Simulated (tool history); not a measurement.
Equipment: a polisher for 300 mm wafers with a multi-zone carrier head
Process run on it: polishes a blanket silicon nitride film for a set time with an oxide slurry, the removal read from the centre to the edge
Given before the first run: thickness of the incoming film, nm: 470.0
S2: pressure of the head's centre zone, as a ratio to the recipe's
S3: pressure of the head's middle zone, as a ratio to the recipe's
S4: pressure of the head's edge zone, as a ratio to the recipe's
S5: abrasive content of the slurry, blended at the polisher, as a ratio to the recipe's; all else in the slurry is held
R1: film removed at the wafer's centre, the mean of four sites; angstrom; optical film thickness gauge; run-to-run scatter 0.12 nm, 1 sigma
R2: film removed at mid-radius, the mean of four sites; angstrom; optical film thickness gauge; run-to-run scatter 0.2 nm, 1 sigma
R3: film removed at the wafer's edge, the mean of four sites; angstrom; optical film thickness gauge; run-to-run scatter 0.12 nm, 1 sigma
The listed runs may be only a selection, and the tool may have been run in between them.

{"run": 1, "hour": 0.0, "flow of slurry (ml/min)": 300, "S2": 1.0, "S3": 1.0, "S4": 1.0, "S5": 1.0, "polishing time (s)": 39, "R1": 215.22, "R2": 216.6, "R3": 208.39}
{"run": 2, "hour": 6.7, "flow of slurry (ml/min)": 285, "S2": 0.95, "S3": 1.0, "S4": 1.0, "S5": 1.0, "polishing time (s)": 39, "R1": 203.27, "R2": 211.67, "R3": 207.2}
{"run": 3, "hour": 9.7, "flow of slurry (ml/min)": 285, "S2": 0.95, "S3": 1.08, "S4": 1.0, "S5": 1.0, "polishing time (s)": 39, "R1": 202.76, "R2": 228.91, "R3": 210.37}
{"run": 4, "hour": 16.9, "flow of slurry (ml/min)": 270, "S2": 0.91, "S3": 1.07, "S4": 1.0, "S5": 1.0, "polishing time (s)": 39, "R1": 189.38, "R2": 223.96, "R3": 207.76}
{"run": 5, "hour": 23.8, "flow of slurry (ml/min)": 195, "S2": 0.91, "S3": 1.07, "S4": 1.0, "S5": 1.0, "polishing time (s)": 39, "R1": 182.76, "R2": 214.4, "R3": 202.53}
{"run": 6, "hour": 30.1, "flow of slurry (ml/min)": 225, "S2": 0.91, "S3": 1.07, "S4": 1.0, "S5": 1.0, "polishing time (s)": 39, "R1": 183.89, "R2": 222.04, "R3": 203.23}

Run 7 has not been measured yet. What should we expect?
{"run": 7, "hour": 33.5, "flow of slurry (ml/min)": 215, "S2": 0.89, "S3": 1.05, "S4": 1.01, "S5": 1.0, "polishing time (s)": 39, "R1": "?", "R2": "?", "R3": "?"}

R1: 183.69 angstrom
R2: 216.07 angstrom
R3: 202.89 angstrom

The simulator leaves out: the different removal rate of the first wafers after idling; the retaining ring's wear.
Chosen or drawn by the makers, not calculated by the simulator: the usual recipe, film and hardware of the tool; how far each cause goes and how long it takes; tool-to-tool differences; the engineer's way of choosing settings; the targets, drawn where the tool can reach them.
